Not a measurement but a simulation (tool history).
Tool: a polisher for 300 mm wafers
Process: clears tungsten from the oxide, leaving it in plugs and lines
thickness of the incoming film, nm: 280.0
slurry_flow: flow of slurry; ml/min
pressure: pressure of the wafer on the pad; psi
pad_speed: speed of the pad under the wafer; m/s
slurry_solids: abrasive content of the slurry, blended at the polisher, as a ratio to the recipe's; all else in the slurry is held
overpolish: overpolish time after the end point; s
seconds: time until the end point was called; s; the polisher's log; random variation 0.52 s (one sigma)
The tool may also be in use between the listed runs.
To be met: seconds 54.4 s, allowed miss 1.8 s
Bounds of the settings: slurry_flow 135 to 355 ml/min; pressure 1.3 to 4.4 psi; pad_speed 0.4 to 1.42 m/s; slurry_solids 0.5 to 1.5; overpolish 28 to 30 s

run 1 day=0 | slurry_flow=225 pressure=2.8 pad_speed=0.9 slurry_solids=1 overpolish=28 | seconds=75.939
run 2 day=0.054 | slurry_flow=230 pressure=3 pad_speed=0.9 slurry_solids=1 overpolish=28 | seconds=70.101
run 3 day=0.212 | slurry_flow=230 pressure=3 pad_speed=0.9 slurry_solids=1 overpolish=30 | seconds=71.089
run 4 day=0.346 | slurry_flow=230 pressure=3 pad_speed=0.9 slurry_solids=1 overpolish=28 | seconds=69.667
run 5 day=0.633 | slurry_flow=230 pressure=3 pad_speed=0.9 slurry_solids=0.8 overpolish=28 | seconds=73.684
run 6 day=0.938 | slurry_flow=230 pressure=3 pad_speed=0.8 slurry_solids=0.8 overpolish=28 | seconds=83.011
run 7 day=1.2 | slurry_flow=235 pressure=3.3 pad_speed=0.8 slurry_solids=0.8 overpolish=28 | seconds=75.78
run 8 day=1.304 | slurry_flow=235 pressure=3.3 pad_speed=0.8 slurry_solids=0.8 overpolish=28 | seconds=74.106
run 9 day=1.604 | slurry_flow=240 pressure=3.5 pad_speed=0.8 slurry_solids=0.8 overpolish=28 | seconds=70.129
run 10 day=1.858 | slurry_flow=240 pressure=4.3 pad_speed=0.82 slurry_solids=0.8 overpolish=28 | seconds=57.574
run 11 day=2.042 | slurry_flow=240 pressure=4.3 pad_speed=0.82 slurry_solids=0.8 overpolish=28 | seconds=57.021
run 12 day=2.254 | slurry_flow=245 pressure=4.3 pad_speed=0.82 slurry_solids=0.8 overpolish=28 | seconds=56.516

5 next moves are on the table. One of them brings every result within its allowed miss. Which?
run A day=2.467 | slurry_flow=155 pressure=4.4 pad_speed=0.86 slurry_solids=0.6 overpolish=30 | seconds=?
run B day=2.467 | slurry_flow=250 pressure=4.4 pad_speed=0.9 slurry_solids=0.8 overpolish=29 | seconds=?
run C day=2.467 | slurry_flow=320 pressure=4.4 pad_speed=0.8 slurry_solids=0.85 overpolish=28 | seconds=?
run D day=2.467 | slurry_flow=265 pressure=4.4 pad_speed=0.9 slurry_solids=0.85 overpolish=29 | seconds=?
run E day=2.467 | slurry_flow=295 pressure=4.1 pad_speed=0.98 slurry_solids=0.65 overpolish=30 | seconds=?

move=A seconds=58.478
move=B seconds=50.282
move=C seconds=54.525
move=D seconds=49.392
move=E seconds=51.056
A: further off than the last run
B: takes the result that was furthest off past its target
C: meets every target
D: takes the result that was furthest off past its target
E: takes the result that was furthest off past its target
Move C is the one to make.

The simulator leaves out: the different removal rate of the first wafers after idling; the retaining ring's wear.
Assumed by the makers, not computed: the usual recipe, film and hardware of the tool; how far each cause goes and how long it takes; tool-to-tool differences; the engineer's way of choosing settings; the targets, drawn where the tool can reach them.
